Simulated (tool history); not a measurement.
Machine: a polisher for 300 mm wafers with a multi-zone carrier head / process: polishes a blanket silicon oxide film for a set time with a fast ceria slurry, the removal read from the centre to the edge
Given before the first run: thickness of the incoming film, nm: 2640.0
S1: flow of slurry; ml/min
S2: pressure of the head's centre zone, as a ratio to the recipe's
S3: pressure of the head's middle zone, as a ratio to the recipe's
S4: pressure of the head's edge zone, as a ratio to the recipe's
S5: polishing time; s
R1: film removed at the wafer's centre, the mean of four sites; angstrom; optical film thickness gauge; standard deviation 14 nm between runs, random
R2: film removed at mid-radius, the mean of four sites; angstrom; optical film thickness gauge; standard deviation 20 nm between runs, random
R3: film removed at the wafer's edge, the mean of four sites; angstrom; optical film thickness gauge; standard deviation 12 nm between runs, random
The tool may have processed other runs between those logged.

run,day,S1,S2,S3,S4,S5,R1,R2,R3
1,0,300,1,1,1,48,9909.4,9882.2,9748.4
2,0.142,355,1,1,1,48,10043,10252,10046
3,0.246,360,1.01,1,1.02,50,10727,10701,10586
4,0.567,360,1.01,1,0.96,50,10589,10564,10168
5,0.675,300,1.01,1,0.96,50,10562,10715,10200
6,0.95,330,1.01,1,0.96,50,10534,10632,10202
7,1.1,330,1.02,1,0.98,52,11096,11436,10535
8,1.4,350,1.02,0.98,1.01,53,11237,11348,11071
9,1.767,355,1.04,0.96,1.03,54,11635,11281,11405
# day 1.979: edge zone pressure recalibrated
10,1.979,360,1.05,0.95,1.05,55,12124,11450,11908
11,2.15,360,1.05,0.95,1.05,55,12101,11274,11960
12,2.196,360,1.06,0.95,1.06,56,12377,11766,12449

The next listed run, before its measurement:
13,2.279,390,1.16,0.95,1.16,61,?,?,?

{"run 13": {"R1": 14621, "R2": 12925, "R3": 14406}}
